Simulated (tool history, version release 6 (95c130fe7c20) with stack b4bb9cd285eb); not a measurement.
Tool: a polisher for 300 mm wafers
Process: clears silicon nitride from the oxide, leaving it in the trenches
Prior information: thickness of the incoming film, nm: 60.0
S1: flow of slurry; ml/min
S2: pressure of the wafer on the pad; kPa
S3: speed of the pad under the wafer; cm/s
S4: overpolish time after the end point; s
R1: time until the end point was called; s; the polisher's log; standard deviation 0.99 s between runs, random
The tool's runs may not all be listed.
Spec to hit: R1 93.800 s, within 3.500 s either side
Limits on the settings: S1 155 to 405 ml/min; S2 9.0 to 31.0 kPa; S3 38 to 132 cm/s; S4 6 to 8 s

| run | hour | S1 | S2 | S3 | S4 | R1 |
|---|---|---|---|---|---|---|
| 1 | 0.0 | 260 | 20.0 | 84 | 8 | 69.590 |
| 2 | 6.8 | 260 | 18.6 | 84 | 8 | 73.667 |
| 3 | 11.1 | 260 | 17.2 | 84 | 8 | 80.396 |
| 4 | 17.9 | 260 | 17.2 | 76 | 8 | 85.486 |
| 5 | 24.9 | 260 | 17.2 | 98 | 8 | 70.081 |
|  | 31.9 | slurry nozzle cleaned |
| 6 | 31.9 | 260 | 17.2 | 108 | 8 | 59.717 |
| 7 | 39.3 | 260 | 17.2 | 108 | 8 | 60.717 |
| 8 | 44.0 | 260 | 17.2 | 108 | 8 | 59.853 |

Which single option among these 4 for the next run brings every result within its allowed miss of target? Just one does.
| A | 48.7 | 275 | 10.3 | 126 | 8 | ? |
| B | 48.7 | 260 | 13.1 | 88 | 8 | ? |
| C | 48.7 | 280 | 13.1 | 98 | 8 | ? |
| D | 48.7 | 275 | 15.2 | 92 | 6 | ? |

| move | R1 |
|---|---|
| A | 84.539 |
| B | 93.837 |
| C | 84.607 |
| D | 77.919 |
A: better than the last run, though not everything is in spec
B: in spec on every target
C: better than the last run, though not everything is in spec
D: better than the last run, though not everything is in spec
B is the move that brings every result within its allowed miss.
